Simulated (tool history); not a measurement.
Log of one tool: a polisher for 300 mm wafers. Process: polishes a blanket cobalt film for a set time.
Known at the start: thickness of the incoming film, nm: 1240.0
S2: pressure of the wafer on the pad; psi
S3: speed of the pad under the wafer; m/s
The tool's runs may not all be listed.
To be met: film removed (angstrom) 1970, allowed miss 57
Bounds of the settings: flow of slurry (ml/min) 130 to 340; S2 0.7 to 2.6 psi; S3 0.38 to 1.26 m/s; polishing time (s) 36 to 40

Run 1, hour 0: flow of slurry (ml/min) 220, S2 1.6 psi, S3 0.82 m/s, polishing time (s) 40. Result: film removed (angstrom) 1425.8.
Run 2, hour 6.2: flow of slurry (ml/min) 220, S2 1.7 psi, S3 0.82 m/s, polishing time (s) 40. Result: film removed (angstrom) 1490.5.
Run 3, hour 10: flow of slurry (ml/min) 220, S2 1.8 psi, S3 0.82 m/s, polishing time (s) 40. Result: film removed (angstrom) 1599.1.
Run 4, hour 11.5: flow of slurry (ml/min) 220, S2 1.8 psi, S3 0.82 m/s, polishing time (s) 36. Result: film removed (angstrom) 1421.3.
Run 5, hour 12.4: flow of slurry (ml/min) 220, S2 1.8 psi, S3 0.66 m/s, polishing time (s) 36. Result: film removed (angstrom) 1177.9.
At hour 17.5: worn pad replaced by a new one.
Run 6, hour 17.5: flow of slurry (ml/min) 220, S2 1.8 psi, S3 0.8 m/s, polishing time (s) 36. Result: film removed (angstrom) 1553.7.
Run 7, hour 26.2: flow of slurry (ml/min) 230, S2 2 psi, S3 0.8 m/s, polishing time (s) 36. Result: film removed (angstrom) 1730.8.
Run 8, hour 27.3: flow of slurry (ml/min) 240, S2 2 psi, S3 0.8 m/s, polishing time (s) 36. Result: film removed (angstrom) 1755.6.

5 next moves are on the table. One of them brings every result within its allowed miss. Which?
Run A, hour 28.4: flow of slurry (ml/min) 280, S2 2.6 psi, S3 0.7 m/s, polishing time (s) 37. Result: film removed (angstrom) ?.
Run B, hour 28.4: flow of slurry (ml/min) 230, S2 2.1 psi, S3 0.8 m/s, polishing time (s) 39. Result: film removed (angstrom) ?.
Run C, hour 28.4: flow of slurry (ml/min) 230, S2 2.1 psi, S3 0.86 m/s, polishing time (s) 40. Result: film removed (angstrom) ?.
Run D, hour 28.4: flow of slurry (ml/min) 245, S2 2.2 psi, S3 0.84 m/s, polishing time (s) 39. Result: film removed (angstrom) ?.
Run E, hour 28.4: flow of slurry (ml/min) 230, S2 2.4 psi, S3 0.78 m/s, polishing time (s) 37. Result: film removed (angstrom) ?.

move  film removed (angstrom)
   A                   2078.8
   B                   1946.4
   C                     2123
   D                   2138.6
   E                   2059.7
A: takes the result that was furthest off past its target
B: meets every target
C: takes the result that was furthest off past its target
D: takes the result that was furthest off past its target
E: takes the result that was furthest off past its target
The right move is B.

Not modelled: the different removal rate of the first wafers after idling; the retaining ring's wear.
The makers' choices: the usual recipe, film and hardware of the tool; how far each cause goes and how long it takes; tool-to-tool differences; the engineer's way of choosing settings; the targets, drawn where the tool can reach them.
